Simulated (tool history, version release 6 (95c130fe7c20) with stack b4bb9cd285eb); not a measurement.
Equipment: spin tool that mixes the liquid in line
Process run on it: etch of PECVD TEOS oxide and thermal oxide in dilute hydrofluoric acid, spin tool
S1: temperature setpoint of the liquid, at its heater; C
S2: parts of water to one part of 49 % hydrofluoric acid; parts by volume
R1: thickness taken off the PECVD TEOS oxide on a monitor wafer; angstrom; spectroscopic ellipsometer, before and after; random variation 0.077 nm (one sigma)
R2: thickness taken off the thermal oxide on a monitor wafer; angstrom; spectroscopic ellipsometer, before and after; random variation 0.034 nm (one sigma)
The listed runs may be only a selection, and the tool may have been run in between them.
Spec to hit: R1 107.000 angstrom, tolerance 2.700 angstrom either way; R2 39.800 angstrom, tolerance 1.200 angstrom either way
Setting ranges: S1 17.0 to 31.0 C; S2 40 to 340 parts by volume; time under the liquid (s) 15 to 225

{"run": 1, "hour": 0.0, "S1": 23.0, "S2": 190, "time under the liquid (s)": 115, "R1": 70.485, "R2": 26.09}
{"run": 2, "hour": 3.5, "S1": 23.0, "S2": 155, "time under the liquid (s)": 115, "R1": 89.928, "R2": 33.319}
{"run": 3, "hour": 9.0, "S1": 24.5, "S2": 155, "time under the liquid (s)": 115, "R1": 96.145, "R2": 35.993}
{"run": 4, "hour": 15.7, "S1": 25.0, "S2": 155, "time under the liquid (s)": 115, "R1": 98.003, "R2": 36.329}
{"run": 5, "hour": 23.6, "S1": 25.5, "S2": 155, "time under the liquid (s)": 115, "R1": 99.131, "R2": 37.074}
{"run": 6, "hour": 28.8, "S1": 25.5, "S2": 155, "time under the liquid (s)": 165, "R1": 140.95, "R2": 52.81}
{"run": 7, "hour": 35.1, "S1": 23.5, "S2": 155, "time under the liquid (s)": 165, "R1": 131.41, "R2": 48.71}
{"run": 8, "hour": 42.5, "S1": 22.0, "S2": 155, "time under the liquid (s)": 165, "R1": 125.01, "R2": 46.735}

Below are 4 possible settings for the next run. Only one of them brings all results inside the allowed miss of their targets. Which is it?
{"run": "A", "hour": 49.9, "S1": 20.0, "S2": 195, "time under the liquid (s)": 200, "R1": "?", "R2": "?"}
{"run": "B", "hour": 49.9, "S1": 25.0, "S2": 180, "time under the liquid (s)": 160, "R1": "?", "R2": "?"}
{"run": "C", "hour": 49.9, "S1": 24.0, "S2": 145, "time under the liquid (s)": 165, "R1": "?", "R2": "?"}
{"run": "D", "hour": 49.9, "S1": 31.0, "S2": 195, "time under the liquid (s)": 190, "R1": "?", "R2": "?"}

move=A R1=105.950 R2=39.494
move=B R1=112.740 R2=42.026
move=C R1=144.630 R2=53.914
move=D R1=150.360 R2=56.050
A: all results in spec
B: moves toward the targets from the last run without getting all of them in spec
C: moves away from the targets compared with the last run
D: moves away from the targets compared with the last run
So the answer is move A, the one that meets all the targets.

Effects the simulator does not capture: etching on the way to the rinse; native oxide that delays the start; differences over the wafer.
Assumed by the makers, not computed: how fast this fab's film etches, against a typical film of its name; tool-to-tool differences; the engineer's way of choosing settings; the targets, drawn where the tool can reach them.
